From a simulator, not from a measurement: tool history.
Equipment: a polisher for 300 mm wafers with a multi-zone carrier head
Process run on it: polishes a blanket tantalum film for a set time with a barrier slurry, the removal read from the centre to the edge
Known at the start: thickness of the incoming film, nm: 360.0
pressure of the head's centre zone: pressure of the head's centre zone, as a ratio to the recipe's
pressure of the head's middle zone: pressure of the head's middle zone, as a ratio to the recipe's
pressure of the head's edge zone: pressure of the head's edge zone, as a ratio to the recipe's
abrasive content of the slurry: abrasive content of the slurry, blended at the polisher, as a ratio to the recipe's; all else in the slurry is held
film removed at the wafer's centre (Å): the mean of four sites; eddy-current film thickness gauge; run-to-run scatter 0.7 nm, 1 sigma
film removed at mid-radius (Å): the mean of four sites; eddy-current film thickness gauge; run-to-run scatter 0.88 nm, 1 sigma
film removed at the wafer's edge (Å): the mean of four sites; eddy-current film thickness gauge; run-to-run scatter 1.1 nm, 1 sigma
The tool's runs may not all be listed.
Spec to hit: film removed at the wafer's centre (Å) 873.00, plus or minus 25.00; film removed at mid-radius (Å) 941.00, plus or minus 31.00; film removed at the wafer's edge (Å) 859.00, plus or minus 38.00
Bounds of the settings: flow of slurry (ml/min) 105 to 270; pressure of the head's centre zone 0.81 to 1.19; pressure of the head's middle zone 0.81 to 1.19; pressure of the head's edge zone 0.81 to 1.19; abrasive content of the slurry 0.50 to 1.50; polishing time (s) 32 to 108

run	hour	flow of slurry (ml/min)	pressure of the head's centre zone	pressure of the head's middle zone	pressure of the head's edge zone	abrasive content of the slurry	polishing time (s)	film removed at the wafer's centre (Å)	film removed at mid-radius (Å)	film removed at the wafer's edge (Å)
1	0.0	175	1.00	1.00	1.00	1.00	70	1304.20	1267.70	1266.50
2	0.6	175	0.99	1.00	0.98	0.95	69	1245.40	1219.80	1229.10
3	8.7	175	0.99	1.01	0.97	0.90	68	1203.00	1183.00	1196.60
4	15.5	175	0.99	1.01	0.97	0.90	77	1363.50	1376.60	1309.80
5	17.1	175	0.99	1.09	0.97	0.90	77	1375.00	1447.80	1371.40
6	23.5	150	0.99	1.09	0.97	0.90	77	1326.70	1422.50	1338.60
7	24.6	145	0.99	1.09	0.95	0.85	75	1249.60	1374.50	1256.80
8	31.9	145	0.98	1.07	0.94	0.80	74	1205.50	1291.80	1205.00
9	38.9	150	0.89	1.04	0.84	0.55	60	783.31	904.03	830.95

Exercise: of the 5 proposed moves below, exactly one satisfies all targets within the stated allowed misses. Which move is it?
A	45.9	200	0.92	0.97	0.85	0.65	54	?	?	?
B	45.9	220	0.91	1.00	0.81	0.70	56	?	?	?
C	45.9	145	0.97	0.99	0.81	0.50	63	?	?	?
D	45.9	145	0.87	0.99	0.84	0.65	55	?	?	?
E	45.9	190	0.81	1.13	0.90	0.65	51	?	?	?

move	film removed at the wafer's centre (Å)	film removed at mid-radius (Å)	film removed at the wafer's edge (Å)
A	814.36	858.41	818.37
B	868.51	948.22	859.29
C	860.34	879.98	818.98
D	738.38	843.22	797.02
E	671.50	916.63	787.09
A: nearer than the last run, and not there yet
B: in spec on every target
C: puts the biggest miss on target and leaves a different result outside tolerance
D: the biggest miss grows against the last run
E: the biggest miss grows against the last run
B meets every target.
